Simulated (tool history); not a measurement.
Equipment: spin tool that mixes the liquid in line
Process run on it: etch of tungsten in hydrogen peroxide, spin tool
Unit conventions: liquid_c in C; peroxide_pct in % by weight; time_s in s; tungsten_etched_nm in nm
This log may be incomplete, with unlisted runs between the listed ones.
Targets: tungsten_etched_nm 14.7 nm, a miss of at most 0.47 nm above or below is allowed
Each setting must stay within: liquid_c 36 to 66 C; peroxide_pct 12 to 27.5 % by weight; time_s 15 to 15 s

{"run": 1, "hour": 0.0, "liquid_c": 52, "peroxide_pct": 18.5, "time_s": 15, "tungsten_etched_nm": 21.88}
{"run": 2, "hour": 0.7, "liquid_c": 52, "peroxide_pct": 18.5, "time_s": 15, "tungsten_etched_nm": 21.971}
{"run": 3, "hour": 4.7, "liquid_c": 54.5, "peroxide_pct": 18.5, "time_s": 15, "tungsten_etched_nm": 25.53}
{"run": 4, "hour": 12.9, "liquid_c": 54.5, "peroxide_pct": 20, "time_s": 15, "tungsten_etched_nm": 26.584}
{"run": 5, "hour": 18.4, "liquid_c": 54.5, "peroxide_pct": 20, "time_s": 15, "tungsten_etched_nm": 26.67}
{"run": 6, "hour": 25.3, "liquid_c": 52.5, "peroxide_pct": 20, "time_s": 15, "tungsten_etched_nm": 23.612}
{"run": 7, "hour": 26.5, "liquid_c": 51, "peroxide_pct": 20, "time_s": 15, "tungsten_etched_nm": 21.307}
{"run": 8, "hour": 31.8, "liquid_c": 50, "peroxide_pct": 20, "time_s": 15, "tungsten_etched_nm": 19.828}
{"run": 9, "hour": 40.0, "liquid_c": 49, "peroxide_pct": 20, "time_s": 15, "tungsten_etched_nm": 18.956}
{"run": 10, "hour": 41.1, "liquid_c": 48, "peroxide_pct": 20, "time_s": 15, "tungsten_etched_nm": 17.711}

Pick the move, out of 5, that brings all results within their allowed miss; only one does.
{"run": "A", "hour": 42.2, "liquid_c": 44, "peroxide_pct": 20, "time_s": 15, "tungsten_etched_nm": "?"}
{"run": "B", "hour": 42.2, "liquid_c": 43.5, "peroxide_pct": 20.5, "time_s": 15, "tungsten_etched_nm": "?"}
{"run": "C", "hour": 42.2, "liquid_c": 44, "peroxide_pct": 19.5, "time_s": 15, "tungsten_etched_nm": "?"}
{"run": "D", "hour": 42.2, "liquid_c": 42.5, "peroxide_pct": 23, "time_s": 15, "tungsten_etched_nm": "?"}
{"run": "E", "hour": 42.2, "liquid_c": 44.5, "peroxide_pct": 21.5, "time_s": 15, "tungsten_etched_nm": "?"}

move=A tungsten_etched_nm=14.101
move=B tungsten_etched_nm=13.83
move=C tungsten_etched_nm=13.924
move=D tungsten_etched_nm=13.742
move=E tungsten_etched_nm=15.091
A: takes the biggest miss from the last run beyond its target
B: takes the biggest miss from the last run beyond its target
C: takes the biggest miss from the last run beyond its target
D: takes the biggest miss from the last run beyond its target
E: all results in spec
Correct choice: E, which meets every target

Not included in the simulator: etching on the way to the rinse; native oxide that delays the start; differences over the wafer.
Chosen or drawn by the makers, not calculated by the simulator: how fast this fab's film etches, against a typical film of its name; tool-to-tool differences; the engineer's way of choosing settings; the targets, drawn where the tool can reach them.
